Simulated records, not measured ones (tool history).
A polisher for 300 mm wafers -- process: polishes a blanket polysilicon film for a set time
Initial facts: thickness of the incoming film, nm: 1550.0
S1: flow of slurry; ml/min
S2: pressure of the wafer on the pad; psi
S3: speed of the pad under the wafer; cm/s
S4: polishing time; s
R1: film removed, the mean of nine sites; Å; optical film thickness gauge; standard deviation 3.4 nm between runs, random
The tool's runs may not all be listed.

| run | hour | S1 | S2 | S3 | S4 | R1 |
|---|---|---|---|---|---|---|
| 1 | 0.0 | 150 | 3.2 | 104 | 32 | 2926.6 |
| 2 | 5.4 | 150 | 3.9 | 104 | 32 | 3538.2 |
| 3 | 11.5 | 150 | 3.9 | 128 | 32 | 4345.9 |
| 4 | 12.5 | 150 | 3.9 | 140 | 32 | 4623.0 |
| 5 | 17.1 | 150 | 4.7 | 140 | 32 | 5452.3 |
| 6 | 25.5 | 150 | 4.7 | 158 | 32 | 6253.7 |
| 7 | 30.1 | 150 | 4.1 | 148 | 31 | 5001.2 |
| 8 | 35.2 | 145 | 3.2 | 120 | 30 | 3183.4 |
| 9 | 40.9 | 145 | 3.0 | 118 | 30 | 2922.7 |

What does the tool deliver on the next run?
| 10 | 47.7 | 145 | 2.8 | 118 | 30 | ? |

R1: 2682.6 Å
